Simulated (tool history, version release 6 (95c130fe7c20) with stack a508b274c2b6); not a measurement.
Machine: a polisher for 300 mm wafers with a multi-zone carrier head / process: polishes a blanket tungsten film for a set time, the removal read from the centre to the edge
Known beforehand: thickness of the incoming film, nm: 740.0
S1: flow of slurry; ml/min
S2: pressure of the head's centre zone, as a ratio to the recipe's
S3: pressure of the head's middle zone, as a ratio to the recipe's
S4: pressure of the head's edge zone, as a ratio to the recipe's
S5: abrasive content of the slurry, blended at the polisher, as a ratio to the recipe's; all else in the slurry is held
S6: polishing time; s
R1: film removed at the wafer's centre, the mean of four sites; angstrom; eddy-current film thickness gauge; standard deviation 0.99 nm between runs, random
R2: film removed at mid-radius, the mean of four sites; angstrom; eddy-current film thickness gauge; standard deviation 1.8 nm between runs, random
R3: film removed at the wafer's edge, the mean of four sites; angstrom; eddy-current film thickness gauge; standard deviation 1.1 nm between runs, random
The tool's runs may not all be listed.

| run | hour | S1 | S2 | S3 | S4 | S5 | S6 | R1 | R2 | R3 |
|---|---|---|---|---|---|---|---|---|---|---|
| 1 | 0.0 | 140 | 1.00 | 1.00 | 1.00 | 1.00 | 30 | 1336.8 | 1354.1 | 1349.1 |
| 2 | 5.4 | 140 | 0.92 | 1.00 | 1.00 | 1.00 | 30 | 1227.3 | 1329.2 | 1353.6 |
| 3 | 11.3 | 140 | 0.92 | 1.00 | 1.00 | 1.15 | 30 | 1272.7 | 1411.0 | 1435.9 |
| 4 | 14.4 | 140 | 0.92 | 1.00 | 1.00 | 1.30 | 30 | 1339.8 | 1434.6 | 1456.6 |
| 5 | 22.9 | 140 | 0.91 | 1.04 | 0.99 | 1.30 | 30 | 1333.0 | 1472.6 | 1473.3 |
| 6 | 25.2 | 165 | 0.91 | 1.04 | 0.99 | 1.30 | 30 | 1403.7 | 1572.6 | 1488.1 |
| 7 | 26.1 | 160 | 0.89 | 1.07 | 0.98 | 1.30 | 30 | 1356.3 | 1602.5 | 1494.1 |
| 8 | 34.5 | 155 | 0.88 | 1.08 | 0.96 | 1.30 | 30 | 1332.2 | 1631.0 | 1461.7 |

The next listed run, before its measurement:
| 9 | 41.8 | 150 | 0.88 | 1.08 | 0.96 | 1.30 | 30 | ? | ? | ? |

{"run 9": {"R1": 1323.3, "R2": 1597.8, "R3": 1450.0}}
